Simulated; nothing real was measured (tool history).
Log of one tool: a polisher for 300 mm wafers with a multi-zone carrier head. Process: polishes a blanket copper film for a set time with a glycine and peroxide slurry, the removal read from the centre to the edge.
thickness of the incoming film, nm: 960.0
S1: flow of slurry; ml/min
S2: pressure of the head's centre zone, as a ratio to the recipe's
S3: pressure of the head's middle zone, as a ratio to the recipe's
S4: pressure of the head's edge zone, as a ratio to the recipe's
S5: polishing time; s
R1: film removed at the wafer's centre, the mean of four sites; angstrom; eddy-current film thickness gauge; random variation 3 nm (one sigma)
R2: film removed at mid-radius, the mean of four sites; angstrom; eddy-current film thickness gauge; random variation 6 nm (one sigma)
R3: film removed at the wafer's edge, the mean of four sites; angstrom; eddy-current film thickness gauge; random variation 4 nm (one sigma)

Run 1, day 0.000: S1 180 ml/min, S2 1.00, S3 1.00, S4 1.00, S5 71 s. Result: R1 3442.7 angstrom, R2 3439.1 angstrom, R3 3311.5 angstrom.
Run 2, day 0.333: S1 195 ml/min, S2 1.04, S3 1.00, S4 1.06, S5 76 s. Result: R1 3835.3 angstrom, R2 3744.4 angstrom, R3 3582.4 angstrom.
Run 3, day 0.600: S1 195 ml/min, S2 0.98, S3 1.00, S4 1.06, S5 76 s. Result: R1 3654.2 angstrom, R2 3766.0 angstrom, R3 3630.4 angstrom.
Run 4, day 0.867: S1 195 ml/min, S2 0.93, S3 1.00, S4 1.06, S5 76 s. Result: R1 3514.4 angstrom, R2 3683.9 angstrom, R3 3689.7 angstrom.
At day 1.125: edge zone pressure recalibrated.
Run 5, day 1.125: S1 195 ml/min, S2 0.93, S3 1.00, S4 1.13, S5 76 s. Result: R1 3531.2 angstrom, R2 3642.9 angstrom, R3 3994.5 angstrom.
Run 6, day 1.296: S1 200 ml/min, S2 1.00, S3 0.99, S4 1.14, S5 80 s. Result: R1 3945.2 angstrom, R2 3942.5 angstrom, R3 4136.6 angstrom.
Run 7, day 1.621: S1 210 ml/min, S2 1.05, S3 0.97, S4 1.15, S5 83 s. Result: R1 4299.0 angstrom, R2 3995.2 angstrom, R3 4379.5 angstrom.

Run 8 comes next. What will it give?
Run 8, day 1.883: S1 225 ml/min, S2 1.09, S3 0.99, S4 1.16, S5 84 s. Result: R1 ?, R2 ?, R3 ?.

Run 8 gave R1 4540.1 angstrom, R2 4201.9 angstrom, R3 4563.1 angstrom.
